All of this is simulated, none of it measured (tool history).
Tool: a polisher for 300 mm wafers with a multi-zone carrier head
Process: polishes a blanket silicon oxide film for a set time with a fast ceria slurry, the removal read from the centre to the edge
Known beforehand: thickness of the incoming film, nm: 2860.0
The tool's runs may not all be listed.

run,hour,flow of slurry (ml/min),pressure of the head's centre zone,pressure of the head's middle zone,pressure of the head's edge zone,polishing time (s),film removed at the wafer's centre (Å),film removed at mid-radius (Å),film removed at the wafer's edge (Å)
1,0,315,1,1,1,51,10782,10286,10489
2,5.5,320,1.02,1,1.02,52,11026,10718,10562
3,6.5,320,1.02,1,1.02,60,12938,12331,12257
4,10.6,320,1.05,1,1.02,60,13280,12158,12249
5,15,320,1.05,1.06,1.02,60,13202,12943,12307
6,22.7,395,1.05,1.06,1.02,60,13616,13025,12433
7,27.4,395,1.06,1.05,1.03,61,13909,13166,12944
8,35.1,400,1.07,1.04,1.04,61,13751,12993,12883
9,36.2,405,1.08,1.03,1.04,62,14133,13242,13143
10,38.3,405,1.09,1.01,1.04,63,14937,12998,13343

Expected results for the next run?
11,41.7,405,1.1,1.01,1.05,63,?,?,?

{"run 11": {"film removed at the wafer's centre (Å)": 14891, "film removed at mid-radius (Å)": 13081, "film removed at the wafer's edge (Å)": 13315}}

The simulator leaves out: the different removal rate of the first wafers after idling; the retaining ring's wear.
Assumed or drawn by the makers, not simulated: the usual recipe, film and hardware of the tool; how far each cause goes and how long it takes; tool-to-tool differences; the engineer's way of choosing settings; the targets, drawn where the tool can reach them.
